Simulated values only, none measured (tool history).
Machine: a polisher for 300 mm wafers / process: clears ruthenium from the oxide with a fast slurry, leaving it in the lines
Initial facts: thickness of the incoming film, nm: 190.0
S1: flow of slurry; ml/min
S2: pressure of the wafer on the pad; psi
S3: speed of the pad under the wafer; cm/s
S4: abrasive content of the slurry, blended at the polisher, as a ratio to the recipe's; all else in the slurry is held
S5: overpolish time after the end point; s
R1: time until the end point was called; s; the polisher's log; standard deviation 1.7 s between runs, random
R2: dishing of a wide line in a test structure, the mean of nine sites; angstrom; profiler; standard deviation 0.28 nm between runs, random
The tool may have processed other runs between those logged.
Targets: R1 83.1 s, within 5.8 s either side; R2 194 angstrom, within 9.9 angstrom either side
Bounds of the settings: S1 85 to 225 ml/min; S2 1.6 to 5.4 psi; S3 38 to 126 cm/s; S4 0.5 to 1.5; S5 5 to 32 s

run,hour,S1,S2,S3,S4,S5,R1,R2
1,0,145,3.5,82,1,16,52.67,428.05
2,8.6,150,3.1,78,1,13,61.448,306.06
3,12.4,150,3.1,78,1,18,61.304,404.19
4,15.8,150,3.1,78,1.2,18,58.794,426.62
5,23.8,150,2.9,74,1.15,15,65.707,335.18
6,27.4,150,2.7,74,1.1,13,70.675,279.26
7,33.9,150,2.5,74,1.05,12,79.77,241.58
8,36.7,150,2.5,74,1.05,12,80.271,237.79
9,38,155,2.5,74,1.05,11,79.81,219.62
10,41,160,2.5,74,1.05,11,77.511,224.02
11,42,165,2.4,74,1.05,11,77.124,215.88
12,48.8,165,2.3,74,1.05,11,82.657,201.58

Exercise: of the 4 proposed moves below, exactly one satisfies all targets within the stated allowed misses. Which move is it?
A,55.6,170,2.1,78,1.1,9,?,?
B,55.6,190,2.4,66,1.2,11,?,?
C,55.6,125,2,88,1.15,10,?,?
D,55.6,175,2.4,76,0.95,11,?,?

move,R1,R2
A,86.071,172.65
B,84.301,210.94
C,83.53,195.24
D,82.783,214.39
A: the result that was furthest off in the last run now lies on the other side of its target
B: moves away from the targets compared with the last run
C: every result lands within tolerance
D: moves away from the targets compared with the last run
The right move is C.
